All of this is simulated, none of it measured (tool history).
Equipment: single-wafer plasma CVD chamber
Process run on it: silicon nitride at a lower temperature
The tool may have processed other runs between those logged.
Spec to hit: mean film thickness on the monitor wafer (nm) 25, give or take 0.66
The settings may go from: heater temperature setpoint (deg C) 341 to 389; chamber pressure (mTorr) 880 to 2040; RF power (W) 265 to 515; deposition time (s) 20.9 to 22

| run | hour | heater temperature setpoint (deg C) | chamber pressure (mTorr) | RF power (W) | deposition time (s) | mean film thickness on the monitor wafer (nm) |
|---|---|---|---|---|---|---|
| 1 | 0 | 365 | 1460 | 390 | 22 | 27.973 |
| 2 | 7.7 | 365 | 1390 | 385 | 22 | 27.234 |
| 3 | 15.5 | 365 | 1330 | 380 | 22 | 26.676 |
| 4 | 21.2 | 365 | 1330 | 435 | 22 | 28.596 |
| 5 | 25.1 | 375 | 1330 | 435 | 22 | 28.656 |
| 6 | 26.2 | 375 | 1260 | 425 | 21.9 | 27.311 |
| 7 | 29.5 | 375 | 1210 | 420 | 21.9 | 26.855 |
| 8 | 35.3 | 375 | 1170 | 415 | 21.9 | 26.153 |
| 9 | 39.5 | 375 | 1140 | 415 | 21.9 | 26.108 |
| 10 | 46.2 | 375 | 1000 | 400 | 21.8 | 23.764 |

Pick the move, out of 5, that brings all results within their allowed miss; only one does.
| A | 52.9 | 371 | 930 | 415 | 21.8 | ? |
| B | 52.9 | 370 | 1120 | 390 | 20.9 | ? |
| C | 52.9 | 371 | 1470 | 395 | 21 | ? |
| D | 52.9 | 366 | 950 | 465 | 22 | ? |
| E | 52.9 | 389 | 920 | 435 | 21.8 | ? |

| move | mean film thickness on the monitor wafer (nm) |
|---|---|
| A | 23.428 |
| B | 23.94 |
| C | 27.036 |
| D | 25.396 |
| E | 23.697 |
A: misses by more than the last run did
B: better than the last run, though not everything is in spec
C: the result that was furthest off in the last run now lies on the other side of its target
D: all results land within tolerance of their targets
E: misses by more than the last run did
Go with D: it meets all targets.
